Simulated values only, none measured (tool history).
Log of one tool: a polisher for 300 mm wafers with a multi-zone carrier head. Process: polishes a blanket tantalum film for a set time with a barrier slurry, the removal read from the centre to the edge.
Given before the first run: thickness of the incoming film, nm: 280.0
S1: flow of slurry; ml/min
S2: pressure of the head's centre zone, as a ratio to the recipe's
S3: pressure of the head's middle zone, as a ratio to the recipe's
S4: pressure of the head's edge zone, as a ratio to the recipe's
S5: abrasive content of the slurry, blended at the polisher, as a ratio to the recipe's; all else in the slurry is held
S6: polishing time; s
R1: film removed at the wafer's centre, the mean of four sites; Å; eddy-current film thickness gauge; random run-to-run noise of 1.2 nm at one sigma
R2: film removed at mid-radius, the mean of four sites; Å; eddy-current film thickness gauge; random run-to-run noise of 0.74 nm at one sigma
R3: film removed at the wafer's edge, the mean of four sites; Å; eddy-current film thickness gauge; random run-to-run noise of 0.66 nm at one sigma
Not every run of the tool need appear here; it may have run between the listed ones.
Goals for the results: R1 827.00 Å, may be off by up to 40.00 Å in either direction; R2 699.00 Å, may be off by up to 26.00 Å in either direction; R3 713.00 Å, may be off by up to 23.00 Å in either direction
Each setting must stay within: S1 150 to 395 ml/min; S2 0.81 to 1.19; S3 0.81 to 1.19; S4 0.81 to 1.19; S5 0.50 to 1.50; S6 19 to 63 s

run    day   S1    S2    S3    S4    S5  S6      R1      R2      R3
  1  0.000  250  1.00  1.00  1.00  1.00  41  805.50  870.04  854.86
  2  0.162  250  1.00  1.00  1.00  1.00  36  709.47  766.93  761.81
  3  0.483  250  1.02  0.99  0.99  1.00  36  729.41  756.68  762.02
  4  0.604  250  1.03  0.99  0.98  1.00  36  734.79  764.39  743.48
  5  0.675  250  1.03  0.99  1.02  1.00  36  726.37  773.55  780.44
  6  0.917  250  1.04  0.98  1.01  1.00  36  744.05  762.46  777.87
  7  1.108  250  1.05  0.97  1.00  1.00  36  762.29  758.16  780.05
  8  1.250  250  1.06  0.96  0.99  1.00  36  763.39  749.20  765.10
  9  1.454  250  1.07  0.95  0.98  1.00  36  759.42  743.50  765.10

Pick the move, out of 5, that brings all results within their allowed miss; only one does.
  A  1.658  265  1.19  0.89  0.92  0.95  35   ?   ?   ?
  B  1.658  185  1.16  0.92  0.93  1.00  40   ?   ?   ?
  C  1.658  255  0.91  1.00  1.04  1.05  36   ?   ?   ?
  D  1.658  255  0.95  0.81  1.16  1.00  37   ?   ?   ?
  E  1.658  250  0.98  0.96  0.99  1.00  34   ?   ?   ?

move      R1      R2      R3
   A  833.30  702.98  720.30
   B  889.38  789.16  806.22
   C  662.35  786.26  796.44
   D  704.23  708.78  859.04
   E  666.67  716.49  727.01
A: hits every target within its allowed miss
B: moves away from the targets compared with the last run
C: moves away from the targets compared with the last run
D: moves away from the targets compared with the last run
E: gets the furthest-off result to its target, but another result is out of tolerance
The move that meets every target is A.

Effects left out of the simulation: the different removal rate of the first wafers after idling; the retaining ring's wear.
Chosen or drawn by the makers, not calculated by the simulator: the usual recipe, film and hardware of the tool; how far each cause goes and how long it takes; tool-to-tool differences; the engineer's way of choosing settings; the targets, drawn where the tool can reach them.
